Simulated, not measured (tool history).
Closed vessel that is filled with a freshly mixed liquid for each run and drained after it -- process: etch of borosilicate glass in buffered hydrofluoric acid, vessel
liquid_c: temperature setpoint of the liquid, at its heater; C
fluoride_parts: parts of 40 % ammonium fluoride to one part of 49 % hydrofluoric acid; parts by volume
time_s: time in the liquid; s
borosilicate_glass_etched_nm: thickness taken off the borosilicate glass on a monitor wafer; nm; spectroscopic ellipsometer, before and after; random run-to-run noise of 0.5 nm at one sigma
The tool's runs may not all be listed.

run,day,liquid_c,fluoride_parts,time_s,borosilicate_glass_etched_nm
1,0,24,15,90,90.548
2,0.033,24,15,90,90.332
3,0.196,25,15,90,94.817
4,0.438,26,15,90,99.679
5,0.675,26.5,15,90,103.08
6,0.738,26.5,15,90,102.67

Predict the results of run 7:
7,1.012,27,15,90,?

borosilicate_glass_etched_nm: 105.87 nm

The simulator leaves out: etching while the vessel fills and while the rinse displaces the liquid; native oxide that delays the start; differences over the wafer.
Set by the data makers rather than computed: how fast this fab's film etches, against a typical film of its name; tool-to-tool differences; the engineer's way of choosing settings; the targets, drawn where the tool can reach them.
